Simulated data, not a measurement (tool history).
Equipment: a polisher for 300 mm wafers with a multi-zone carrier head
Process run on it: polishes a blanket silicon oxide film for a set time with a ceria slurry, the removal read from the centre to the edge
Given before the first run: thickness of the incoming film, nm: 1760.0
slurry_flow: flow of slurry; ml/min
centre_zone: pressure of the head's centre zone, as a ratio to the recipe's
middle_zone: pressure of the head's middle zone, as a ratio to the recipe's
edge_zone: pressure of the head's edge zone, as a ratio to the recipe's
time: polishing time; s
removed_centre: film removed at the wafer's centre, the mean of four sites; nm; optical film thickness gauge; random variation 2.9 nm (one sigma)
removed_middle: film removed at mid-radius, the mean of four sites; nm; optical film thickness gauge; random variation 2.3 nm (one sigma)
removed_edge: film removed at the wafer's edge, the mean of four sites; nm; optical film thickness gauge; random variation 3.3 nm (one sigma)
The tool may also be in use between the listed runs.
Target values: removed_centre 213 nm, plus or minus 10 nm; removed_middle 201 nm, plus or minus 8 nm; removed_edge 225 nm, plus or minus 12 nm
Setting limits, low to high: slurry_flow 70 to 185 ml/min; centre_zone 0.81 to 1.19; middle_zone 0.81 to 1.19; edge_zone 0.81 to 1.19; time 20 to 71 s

| run | hour | slurry_flow | centre_zone | middle_zone | edge_zone | time | removed_centre | removed_middle | removed_edge |
|---|---|---|---|---|---|---|---|---|---|
| 1 | 0 | 120 | 1 | 1 | 1 | 45 | 237.15 | 237.42 | 234.02 |
| 2 | 4.4 | 105 | 1 | 1 | 1 | 45 | 229.38 | 229.53 | 224.61 |
| 3 | 8.9 | 105 | 1 | 1 | 1 | 36 | 186.62 | 184.78 | 185.19 |
| 4 | 14.6 | 85 | 1 | 1 | 1 | 36 | 167.23 | 170.12 | 171.48 |
| 5 | 17.1 | 95 | 1 | 0.99 | 1.03 | 36 | 178.32 | 176.16 | 182.52 |
| 6 | 24.8 | 80 | 1 | 0.99 | 1.03 | 36 | 167.3 | 168.65 | 170.3 |
| 7 | 26.4 | 90 | 0.99 | 0.98 | 1.05 | 36 | 171.64 | 175.44 | 178.55 |
| 8 | 31.1 | 100 | 0.99 | 0.96 | 1.07 | 36 | 177.19 | 173.93 | 179.13 |
| 9 | 38.9 | 105 | 0.98 | 0.94 | 1.09 | 37 | 190.09 | 180.24 | 191.45 |
| 10 | 42.9 | 135 | 0.91 | 0.93 | 1.19 | 38 | 193.21 | 196.24 | 212.87 |

Below are 5 possible settings for the next run. Only one of them brings all results inside the allowed miss of their targets. Which is it?
| A | 46.9 | 140 | 1.1 | 0.89 | 1.1 | 40 | ? | ? | ? |
| B | 46.9 | 130 | 0.98 | 0.81 | 1.18 | 44 | ? | ? | ? |
| C | 46.9 | 130 | 0.97 | 0.93 | 1.17 | 40 | ? | ? | ? |
| D | 46.9 | 125 | 0.87 | 0.81 | 1.19 | 45 | ? | ? | ? |
| E | 46.9 | 165 | 1.11 | 0.83 | 1.16 | 39 | ? | ? | ? |

| move | removed_centre | removed_middle | removed_edge |
|---|---|---|---|
| A | 240.24 | 199.88 | 219.82 |
| B | 234.46 | 201.5 | 248.2 |
| C | 211.42 | 203.75 | 224.3 |
| D | 214.2 | 204.4 | 253.42 |
| E | 244.38 | 190.45 | 225.34 |
A: carries the result that was furthest off beyond its target, to the other side
B: carries the result that was furthest off beyond its target, to the other side
C: all results in spec
D: puts the biggest miss on target and leaves a different result outside tolerance
E: carries the result that was furthest off beyond its target, to the other side
Go with C: it meets all targets.
